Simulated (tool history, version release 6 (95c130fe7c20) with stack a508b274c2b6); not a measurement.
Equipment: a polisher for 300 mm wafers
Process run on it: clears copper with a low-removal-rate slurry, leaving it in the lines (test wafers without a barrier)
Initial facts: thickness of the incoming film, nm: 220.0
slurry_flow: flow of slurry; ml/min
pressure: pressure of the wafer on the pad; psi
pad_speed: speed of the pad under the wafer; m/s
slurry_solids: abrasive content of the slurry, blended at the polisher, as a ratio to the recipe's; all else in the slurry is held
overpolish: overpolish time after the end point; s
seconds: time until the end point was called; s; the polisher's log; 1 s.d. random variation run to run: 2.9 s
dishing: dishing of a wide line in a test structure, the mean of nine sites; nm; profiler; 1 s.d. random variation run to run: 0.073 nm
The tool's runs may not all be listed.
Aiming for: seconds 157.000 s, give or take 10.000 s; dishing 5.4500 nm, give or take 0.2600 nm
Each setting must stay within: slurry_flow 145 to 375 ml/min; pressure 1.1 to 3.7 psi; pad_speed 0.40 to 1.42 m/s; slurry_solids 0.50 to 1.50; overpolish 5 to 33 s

run 1 hour=0.0 | slurry_flow=240 pressure=2.4 pad_speed=0.90 slurry_solids=1.00 overpolish=17 | seconds=86.803 dishing=29.5870
run 2 hour=5.0 | slurry_flow=235 pressure=2.1 pad_speed=0.84 slurry_solids=0.95 overpolish=15 | seconds=104.880 dishing=22.7190
run 3 hour=8.6 | slurry_flow=240 pressure=1.9 pad_speed=0.74 slurry_solids=1.05 overpolish=13 | seconds=121.740 dishing=16.8150
run 4 hour=10.1 | slurry_flow=270 pressure=1.8 pad_speed=0.68 slurry_solids=1.15 overpolish=11 | seconds=137.210 dishing=13.8400
run 5 hour=15.2 | slurry_flow=300 pressure=1.8 pad_speed=0.68 slurry_solids=1.15 overpolish=11 | seconds=133.780 dishing=13.4580
run 6 hour=21.5 | slurry_flow=315 pressure=1.7 pad_speed=0.66 slurry_solids=1.10 overpolish=10 | seconds=137.990 dishing=11.6580
run 7 hour=23.7 | slurry_flow=325 pressure=1.6 pad_speed=0.62 slurry_solids=1.00 overpolish=9 | seconds=159.840 dishing=9.2212
run 8 hour=29.7 | slurry_flow=335 pressure=1.6 pad_speed=0.62 slurry_solids=0.90 overpolish=8 | seconds=166.130 dishing=8.1018
run 9 hour=36.3 | slurry_flow=345 pressure=1.6 pad_speed=0.64 slurry_solids=0.80 overpolish=7 | seconds=163.050 dishing=7.1366
run 10 hour=37.3 | slurry_flow=350 pressure=1.6 pad_speed=0.64 slurry_solids=0.75 overpolish=7 | seconds=164.360 dishing=7.2153
-- hour=45.0 head pressure recalibrated
run 11 hour=45.0 | slurry_flow=355 pressure=1.6 pad_speed=0.66 slurry_solids=0.70 overpolish=7 | seconds=176.240 dishing=6.4996
run 12 hour=46.9 | slurry_flow=360 pressure=1.6 pad_speed=0.68 slurry_solids=0.65 overpolish=7 | seconds=175.630 dishing=6.6072
run 13 hour=55.0 | slurry_flow=365 pressure=1.7 pad_speed=0.66 slurry_solids=0.60 overpolish=7 | seconds=179.270 dishing=6.7009
run 14 hour=60.6 | slurry_flow=295 pressure=1.1 pad_speed=0.74 slurry_solids=0.85 overpolish=5 | seconds=194.470 dishing=4.3531
run 15 hour=67.8 | slurry_flow=295 pressure=1.2 pad_speed=0.76 slurry_solids=0.85 overpolish=5 | seconds=182.610 dishing=4.6613
run 16 hour=69.6 | slurry_flow=295 pressure=1.2 pad_speed=0.78 slurry_solids=0.85 overpolish=5 | seconds=173.350 dishing=4.8645

Exercise: of the 4 proposed moves below, exactly one satisfies all targets within the stated allowed misses. Which move is it?
run A hour=71.4 | slurry_flow=375 pressure=1.1 pad_speed=0.84 slurry_solids=1.20 overpolish=5 | seconds=? dishing=?
run B hour=71.4 | slurry_flow=300 pressure=1.1 pad_speed=0.80 slurry_solids=0.80 overpolish=5 | seconds=? dishing=?
run C hour=71.4 | slurry_flow=295 pressure=1.2 pad_speed=0.78 slurry_solids=0.80 overpolish=5 | seconds=? dishing=?
run D hour=71.4 | slurry_flow=365 pressure=1.1 pad_speed=0.80 slurry_solids=0.60 overpolish=5 | seconds=? dishing=?

move=A seconds=158.510 dishing=5.3409
move=B seconds=186.910 dishing=4.5470
move=C seconds=182.480 dishing=4.6574
move=D seconds=197.380 dishing=4.3108
A: in spec on every target
B: further off than the last run
C: further off than the last run
D: further off than the last run
The move that meets every target is A.
